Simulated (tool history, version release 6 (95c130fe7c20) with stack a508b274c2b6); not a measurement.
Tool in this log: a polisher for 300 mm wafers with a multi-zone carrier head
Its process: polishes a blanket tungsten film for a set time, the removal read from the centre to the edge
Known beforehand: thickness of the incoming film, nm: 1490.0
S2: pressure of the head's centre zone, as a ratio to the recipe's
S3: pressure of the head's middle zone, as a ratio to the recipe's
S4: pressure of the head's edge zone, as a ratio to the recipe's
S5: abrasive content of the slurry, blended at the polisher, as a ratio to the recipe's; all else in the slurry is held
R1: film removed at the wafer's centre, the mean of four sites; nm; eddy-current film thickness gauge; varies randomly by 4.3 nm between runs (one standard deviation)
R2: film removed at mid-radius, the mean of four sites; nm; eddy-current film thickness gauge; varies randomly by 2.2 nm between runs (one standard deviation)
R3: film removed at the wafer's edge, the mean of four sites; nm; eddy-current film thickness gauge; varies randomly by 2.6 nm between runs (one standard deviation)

{"run": 1, "day": 0.0, "flow of slurry (ml/min)": 235, "S2": 1, "S3": 1, "S4": 1, "S5": 1, "polishing time (s)": 39, "R1": 250.12, "R2": 256.12, "R3": 245.87}
{"run": 2, "day": 0.238, "flow of slurry (ml/min)": 235, "S2": 1, "S3": 0.93, "S4": 1, "S5": 1, "polishing time (s)": 39, "R1": 254.07, "R2": 238.87, "R3": 246}
{"run": 3, "day": 0.458, "flow of slurry (ml/min)": 235, "S2": 1.08, "S3": 0.93, "S4": 1, "S5": 1, "polishing time (s)": 39, "R1": 278.25, "R2": 239.86, "R3": 249.2}
{"run": 4, "day": 0.729, "flow of slurry (ml/min)": 235, "S2": 1.08, "S3": 0.93, "S4": 0.96, "S5": 1, "polishing time (s)": 39, "R1": 269.46, "R2": 241.01, "R3": 243.67}
{"run": 5, "day": 1.008, "flow of slurry (ml/min)": 240, "S2": 1.07, "S3": 0.94, "S4": 1.01, "S5": 1.1, "polishing time (s)": 41, "R1": 294.49, "R2": 266.27, "R3": 269.24}
{"run": 6, "day": 1.321, "flow of slurry (ml/min)": 240, "S2": 1.07, "S3": 0.93, "S4": 1.05, "S5": 1.2, "polishing time (s)": 42, "R1": 310.47, "R2": 272.53, "R3": 286.98}

Expected results for the next run?
{"run": 7, "day": 1.362, "flow of slurry (ml/min)": 245, "S2": 1.08, "S3": 0.94, "S4": 1.08, "S5": 1.25, "polishing time (s)": 43, "R1": "?", "R2": "?", "R3": "?"}

R1: 326.53 nm
R2: 286.29 nm
R3: 304.08 nm

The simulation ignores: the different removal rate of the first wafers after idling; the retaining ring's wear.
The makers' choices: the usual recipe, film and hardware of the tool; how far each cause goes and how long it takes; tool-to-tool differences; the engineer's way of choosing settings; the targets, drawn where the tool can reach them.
